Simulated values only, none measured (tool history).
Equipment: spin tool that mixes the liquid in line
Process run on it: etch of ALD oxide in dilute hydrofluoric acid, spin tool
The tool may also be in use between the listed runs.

| run | hour | temperature setpoint of the liquid (C) | parts of water to one part of 49 % hydrofluoric acid (parts by volume) | time under the liquid (s) | thickness taken off the ALD oxide on a monitor wafer (nm) |
|---|---|---|---|---|---|
| 1 | 0.0 | 25.0 | 280 | 80 | 7.7063 |
| 2 | 4.7 | 25.0 | 280 | 80 | 7.6802 |
| 3 | 6.4 | 26.5 | 270 | 80 | 8.4916 |
| 4 | 14.6 | 29.5 | 270 | 80 | 9.2504 |
| 5 | 17.5 | 32.5 | 270 | 80 | 10.3150 |
| 6 | 26.1 | 32.5 | 265 | 80 | 10.7220 |

Run 7, settings as shown, results not yet in. Your forecast:
| 7 | 34.5 | 32.5 | 260 | 80 | ? |

{"run 7": {"thickness taken off the ALD oxide on a monitor wafer (nm)": 10.903}}
